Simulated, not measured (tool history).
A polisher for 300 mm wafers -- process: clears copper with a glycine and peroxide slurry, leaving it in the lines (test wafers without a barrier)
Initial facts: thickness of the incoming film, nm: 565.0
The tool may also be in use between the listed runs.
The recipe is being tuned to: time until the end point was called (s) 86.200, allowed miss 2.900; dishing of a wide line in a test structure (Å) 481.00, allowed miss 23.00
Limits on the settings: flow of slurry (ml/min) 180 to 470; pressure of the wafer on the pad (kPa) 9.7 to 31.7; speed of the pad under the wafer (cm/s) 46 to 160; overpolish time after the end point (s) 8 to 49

run	day	flow of slurry (ml/min)	pressure of the wafer on the pad (kPa)	speed of the pad under the wafer (cm/s)	overpolish time after the end point (s)	time until the end point was called (s)	dishing of a wide line in a test structure (Å)
1	0.000	300	20.7	102	25	116.790	638.01
2	0.212	300	20.7	80	25	135.740	600.38
3	0.525	290	21.4	84	23	129.660	584.91
4	0.650	290	21.4	84	13	129.620	378.00
5	0.904	290	22.8	84	13	123.490	401.96
6	1.233	290	24.1	84	13	117.300	403.62
7	1.583	295	29.6	88	15	94.873	552.23
8	1.821	295	29.6	88	14	95.656	503.35
9	2.000	295	31.0	90	12	89.038	480.31

Exactly one of the 4 candidate moves below puts every result within its allowed miss. Which one?
A	2.179	305	31.7	92	14	?	?
B	2.179	275	31.0	96	12	?	?
C	2.179	290	30.3	88	13	?	?
D	2.179	255	30.3	86	12	?	?

move	time until the end point was called (s)	dishing of a wide line in a test structure (Å)
A	86.681	539.17
B	86.582	482.85
C	93.176	485.95
D	95.588	449.50
A: meets the target for the result that was furthest off, but another lies outside its allowed miss
B: all results land within tolerance of their targets
C: moves away from the targets compared with the last run
D: moves away from the targets compared with the last run
Correct choice: B, which meets every target

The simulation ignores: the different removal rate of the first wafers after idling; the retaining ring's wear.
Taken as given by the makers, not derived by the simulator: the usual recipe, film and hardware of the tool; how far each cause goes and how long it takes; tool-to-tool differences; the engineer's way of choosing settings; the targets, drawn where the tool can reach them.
